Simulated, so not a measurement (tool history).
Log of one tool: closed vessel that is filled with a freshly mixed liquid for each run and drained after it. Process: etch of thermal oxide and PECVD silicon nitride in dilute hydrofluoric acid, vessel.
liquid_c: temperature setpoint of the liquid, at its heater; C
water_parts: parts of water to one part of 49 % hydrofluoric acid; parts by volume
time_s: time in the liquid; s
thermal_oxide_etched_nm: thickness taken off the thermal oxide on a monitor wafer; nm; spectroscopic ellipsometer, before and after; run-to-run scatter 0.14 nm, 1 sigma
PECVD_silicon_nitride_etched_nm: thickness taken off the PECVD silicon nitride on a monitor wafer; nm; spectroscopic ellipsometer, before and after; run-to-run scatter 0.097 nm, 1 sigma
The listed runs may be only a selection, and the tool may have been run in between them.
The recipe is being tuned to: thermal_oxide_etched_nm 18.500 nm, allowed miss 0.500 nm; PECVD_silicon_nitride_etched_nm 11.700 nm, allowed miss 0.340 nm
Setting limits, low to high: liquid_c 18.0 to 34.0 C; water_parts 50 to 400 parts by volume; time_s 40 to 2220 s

run  hour  liquid_c  water_parts  time_s  thermal_oxide_etched_nm  PECVD_silicon_nitride_etched_nm
  1   0.0      26.0          225    1130                   23.322                           12.320
  2   6.4      27.0          250    1170                   21.425                           12.003
  3  10.4      27.5          265    1195                   21.127                           12.057
  4  12.7      28.0          280    1220                   20.310                           11.943
  5  16.4      30.5          280    1220                   21.849                           13.830
  6  23.6      30.0          290    1230                   20.699                           13.065
  7  29.1      30.0          295    1240                   20.443                           12.807
  8  34.8      30.0          300    1245                   20.187                           12.933
  9  43.2      29.5          305    1250                   19.412                           12.287
 10  45.7      29.5          310    1255                   19.081                           12.211

5 next moves are on the table. One of them brings every result within its allowed miss. Which?
  A  48.2      32.0          365    1345                        ?                                ?
  B  48.2      30.0          330    1345                        ?                                ?
  C  48.2      32.5          355    1255                        ?                                ?
  D  48.2      29.0          315    1250                        ?                                ?
  E  48.2      29.5          350    1490                        ?                                ?

move  thermal_oxide_etched_nm  PECVD_silicon_nitride_etched_nm
   A                   17.536                           12.681
   B                   18.932                           12.589
   C                   17.264                           12.521
   D                   18.140                           11.589
   E                   19.060                           12.760
A: misses by more than the last run did
B: misses by more than the last run did
C: misses by more than the last run did
D: all results in spec
E: misses by more than the last run did
D is the move that brings every result within its allowed miss.
